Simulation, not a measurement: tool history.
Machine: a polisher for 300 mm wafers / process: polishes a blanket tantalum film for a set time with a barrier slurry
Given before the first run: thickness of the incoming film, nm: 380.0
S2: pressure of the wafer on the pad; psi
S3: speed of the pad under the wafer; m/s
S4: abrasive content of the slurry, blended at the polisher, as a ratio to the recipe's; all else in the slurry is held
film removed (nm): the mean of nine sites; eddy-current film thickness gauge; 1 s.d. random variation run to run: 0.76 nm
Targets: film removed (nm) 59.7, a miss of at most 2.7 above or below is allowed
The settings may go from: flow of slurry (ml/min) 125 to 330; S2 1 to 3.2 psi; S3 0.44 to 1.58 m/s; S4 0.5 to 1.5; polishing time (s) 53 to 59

Run 1, hour 0: flow of slurry (ml/min) 210, S2 2.1 psi, S3 1 m/s, S4 1, polishing time (s) 59. Result: film removed (nm) 105.96.
Run 2, hour 8.6: flow of slurry (ml/min) 210, S2 2.1 psi, S3 1 m/s, S4 1.15, polishing time (s) 59. Result: film removed (nm) 108.12.
Run 3, hour 15.3: flow of slurry (ml/min) 210, S2 2.1 psi, S3 1 m/s, S4 1.05, polishing time (s) 59. Result: film removed (nm) 104.94.
Run 4, hour 21.4: flow of slurry (ml/min) 210, S2 1.9 psi, S3 1 m/s, S4 1.05, polishing time (s) 59. Result: film removed (nm) 96.203.
Run 5, hour 22.4: flow of slurry (ml/min) 210, S2 1.8 psi, S3 1 m/s, S4 1.05, polishing time (s) 59. Result: film removed (nm) 92.197.
Run 6, hour 26.1: flow of slurry (ml/min) 210, S2 1.7 psi, S3 0.98 m/s, S4 1.05, polishing time (s) 59. Result: film removed (nm) 85.284.
Run 7, hour 29.3: flow of slurry (ml/min) 210, S2 1.6 psi, S3 0.98 m/s, S4 1.05, polishing time (s) 59. Result: film removed (nm) 81.873.
Run 8, hour 29.8: flow of slurry (ml/min) 210, S2 1.5 psi, S3 0.98 m/s, S4 1.05, polishing time (s) 59. Result: film removed (nm) 78.951.
Run 9, hour 31.5: flow of slurry (ml/min) 210, S2 1.4 psi, S3 0.98 m/s, S4 1.05, polishing time (s) 59. Result: film removed (nm) 73.755.
Run 10, hour 36.7: flow of slurry (ml/min) 210, S2 1.4 psi, S3 0.98 m/s, S4 1.05, polishing time (s) 59. Result: film removed (nm) 75.621.
Run 11, hour 37.3: flow of slurry (ml/min) 210, S2 1 psi, S3 0.92 m/s, S4 1.05, polishing time (s) 59. Result: film removed (nm) 55.984.

4 next moves are on the table. One of them brings every result within its allowed miss. Which?
Run A, hour 37.9: flow of slurry (ml/min) 220, S2 1.5 psi, S3 0.78 m/s, S4 0.85, polishing time (s) 59. Result: film removed (nm) ?.
Run B, hour 37.9: flow of slurry (ml/min) 235, S2 1 psi, S3 0.96 m/s, S4 1.05, polishing time (s) 53. Result: film removed (nm) ?.
Run C, hour 37.9: flow of slurry (ml/min) 225, S2 1.1 psi, S3 0.86 m/s, S4 0.95, polishing time (s) 55. Result: film removed (nm) ?.
Run D, hour 37.9: flow of slurry (ml/min) 210, S2 1.1 psi, S3 1.08 m/s, S4 1, polishing time (s) 58. Result: film removed (nm) ?.

move  film removed (nm)
   A             60.825
   B             53.152
   C             51.315
   D             67.798
A: hits every target within its allowed miss
B: lands further from the targets than the last run did
C: lands further from the targets than the last run did
D: carries the result that was furthest off beyond its target, to the other side
A is the move that brings every result within its allowed miss.
